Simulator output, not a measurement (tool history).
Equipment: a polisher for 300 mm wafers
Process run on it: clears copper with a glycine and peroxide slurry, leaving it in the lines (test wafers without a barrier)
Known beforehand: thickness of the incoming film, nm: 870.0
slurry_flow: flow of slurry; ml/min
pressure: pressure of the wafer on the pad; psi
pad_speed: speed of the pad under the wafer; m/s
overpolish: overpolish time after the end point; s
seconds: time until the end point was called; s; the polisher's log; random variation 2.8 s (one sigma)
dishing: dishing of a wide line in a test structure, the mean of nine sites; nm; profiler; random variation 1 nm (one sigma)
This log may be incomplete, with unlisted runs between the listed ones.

{"run": 1, "day": 0.0, "slurry_flow": 165, "pressure": 2.9, "pad_speed": 1.06, "overpolish": 24, "seconds": 134.42, "dishing": 62.628}
{"run": 2, "day": 0.371, "slurry_flow": 165, "pressure": 2.7, "pad_speed": 1.04, "overpolish": 24, "seconds": 148.01, "dishing": 62.839}
{"run": 3, "day": 0.738, "slurry_flow": 165, "pressure": 2.7, "pad_speed": 1.3, "overpolish": 24, "seconds": 118.44, "dishing": 62.112}
{"run": 4, "day": 0.846, "slurry_flow": 165, "pressure": 2.4, "pad_speed": 1.28, "overpolish": 24, "seconds": 131.15, "dishing": 61.537}
{"run": 5, "day": 1.062, "slurry_flow": 165, "pressure": 2.4, "pad_speed": 1.12, "overpolish": 24, "seconds": 143.86, "dishing": 58.888}
{"run": 6, "day": 1.429, "slurry_flow": 165, "pressure": 1.7, "pad_speed": 1.12, "overpolish": 24, "seconds": 180.06, "dishing": 57.347}

What does the tool deliver on the next run?
{"run": 7, "day": 1.592, "slurry_flow": 160, "pressure": 1.5, "pad_speed": 1.1, "overpolish": 23, "seconds": "?", "dishing": "?"}

seconds: 193.52 s
dishing: 52.041 nm

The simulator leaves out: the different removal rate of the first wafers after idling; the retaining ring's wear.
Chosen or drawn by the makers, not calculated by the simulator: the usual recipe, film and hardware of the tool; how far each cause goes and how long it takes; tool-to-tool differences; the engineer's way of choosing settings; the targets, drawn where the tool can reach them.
